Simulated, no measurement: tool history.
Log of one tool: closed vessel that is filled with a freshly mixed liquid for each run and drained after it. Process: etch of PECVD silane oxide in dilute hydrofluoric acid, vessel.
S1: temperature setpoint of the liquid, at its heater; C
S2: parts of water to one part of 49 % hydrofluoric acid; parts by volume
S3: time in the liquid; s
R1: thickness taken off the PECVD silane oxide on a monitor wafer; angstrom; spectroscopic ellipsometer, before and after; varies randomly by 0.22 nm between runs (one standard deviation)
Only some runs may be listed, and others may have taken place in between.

run,day,S1,S2,S3,R1
1,0,26,110,300,743.52
2,0.046,26,125,300,638.62
3,0.329,24,130,300,563.07
4,0.425,25.5,130,300,602.53
5,0.504,24,130,300,568.41
6,0.558,22.5,135,300,505.7
7,0.842,21.5,135,300,490.54
8,0.879,20.5,135,300,473.15

Expected results for the next run?
9,1.079,20,135,300,?

R1: 463.83 angstrom
